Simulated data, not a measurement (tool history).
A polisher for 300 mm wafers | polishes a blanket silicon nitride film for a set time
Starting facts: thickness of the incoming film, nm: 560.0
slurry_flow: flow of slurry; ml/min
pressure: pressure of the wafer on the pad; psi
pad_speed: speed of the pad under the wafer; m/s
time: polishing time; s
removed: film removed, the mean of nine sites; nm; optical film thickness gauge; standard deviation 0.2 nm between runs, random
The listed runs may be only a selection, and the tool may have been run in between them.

| run | hour | slurry_flow | pressure | pad_speed | time | removed |
|---|---|---|---|---|---|---|
| 1 | 0.0 | 255 | 3.6 | 1.08 | 28 | 42.580 |
| 2 | 3.0 | 250 | 3.3 | 1.08 | 28 | 39.079 |
| 3 | 9.5 | 245 | 3.1 | 1.08 | 28 | 36.773 |
| 4 | 10.6 | 245 | 3.1 | 0.98 | 28 | 34.728 |
| 5 | 19.5 | 245 | 3.6 | 0.98 | 28 | 39.728 |
| 6 | 26.1 | 240 | 3.4 | 0.98 | 28 | 37.759 |
| 7 | 27.4 | 240 | 3.2 | 0.98 | 28 | 35.835 |
| 8 | 34.2 | 240 | 3.1 | 0.98 | 28 | 34.866 |

For run 9, what comes out?
| 9 | 40.6 | 240 | 3.0 | 0.98 | 28 | ? |

removed: 33.658 nm

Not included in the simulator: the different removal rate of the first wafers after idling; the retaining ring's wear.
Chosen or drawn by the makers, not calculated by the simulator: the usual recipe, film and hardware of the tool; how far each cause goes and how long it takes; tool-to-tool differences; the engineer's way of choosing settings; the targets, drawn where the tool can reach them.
